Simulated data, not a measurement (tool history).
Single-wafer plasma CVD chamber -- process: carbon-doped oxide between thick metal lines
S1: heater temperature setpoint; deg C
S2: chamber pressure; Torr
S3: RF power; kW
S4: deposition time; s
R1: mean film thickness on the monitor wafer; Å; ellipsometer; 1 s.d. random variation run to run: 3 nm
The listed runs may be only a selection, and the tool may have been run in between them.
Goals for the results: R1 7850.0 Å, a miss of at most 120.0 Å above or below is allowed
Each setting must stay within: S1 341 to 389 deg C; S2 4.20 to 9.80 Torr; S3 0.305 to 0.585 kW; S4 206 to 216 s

run,hour,S1,S2,S3,S4,R1
1,0.0,365,7.00,0.445,216,10174.0
2,8.8,365,7.00,0.445,216,10154.0
3,16.0,358,7.00,0.445,216,10357.0
4,24.3,358,6.31,0.445,216,10291.0
5,31.5,358,7.23,0.445,216,10393.0
6,32.2,363,6.82,0.400,215,9326.7
7,40.9,368,6.47,0.380,215,8828.7
8,43.5,380,5.07,0.335,214,7470.5
9,44.7,377,5.21,0.335,214,7582.4
10,51.3,375,5.32,0.335,214,7570.3
11,53.3,373,5.52,0.335,214,7679.0
12,56.6,373,5.52,0.335,214,7627.0
13,65.3,373,5.52,0.335,214,7610.4
14,69.1,372,5.77,0.335,214,7710.3

Which one of the following 4 next-run settings gets every result inside its allowed miss? There is exactly one.
A,72.9,375,5.09,0.335,216,?
B,72.9,372,5.45,0.355,209,?
C,72.9,371,7.05,0.325,211,?
D,72.9,373,6.22,0.325,213,?

move,R1
A,7591.7
B,7830.6
C,7471.0
D,7450.8
A: its largest miss is bigger than the last run's
B: hits every target within its allowed miss
C: its largest miss is bigger than the last run's
D: its largest miss is bigger than the last run's
Answer: B

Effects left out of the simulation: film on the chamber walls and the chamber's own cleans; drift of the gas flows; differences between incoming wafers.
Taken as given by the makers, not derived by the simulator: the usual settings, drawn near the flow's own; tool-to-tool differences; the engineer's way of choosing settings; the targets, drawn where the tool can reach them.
